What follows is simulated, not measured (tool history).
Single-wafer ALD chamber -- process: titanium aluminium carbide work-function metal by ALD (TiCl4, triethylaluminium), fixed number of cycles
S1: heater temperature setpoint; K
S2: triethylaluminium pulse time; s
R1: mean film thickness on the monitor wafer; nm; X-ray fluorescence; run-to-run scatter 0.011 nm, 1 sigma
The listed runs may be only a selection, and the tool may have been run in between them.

run 1 day=0 | S1=583.15 S2=9.13 | R1=2.072
run 2 day=0.367 | S1=583.15 S2=7.96 | R1=2.0491
run 3 day=0.654 | S1=578.15 S2=7.96 | R1=2.0309
run 4 day=0.875 | S1=578.15 S2=9.02 | R1=2.0263
run 5 day=0.925 | S1=578.15 S2=7.49 | R1=2.0082
run 6 day=1.288 | S1=582.15 S2=8.02 | R1=2.0557
run 7 day=1.521 | S1=594.15 S2=10.59 | R1=2.1857
run 8 day=1.808 | S1=595.15 S2=10.76 | R1=2.2147

Run 9 comes next. What will it give?
run 9 day=2.054 | S1=596.15 S2=10.86 | R1=?

R1: 2.197 nm
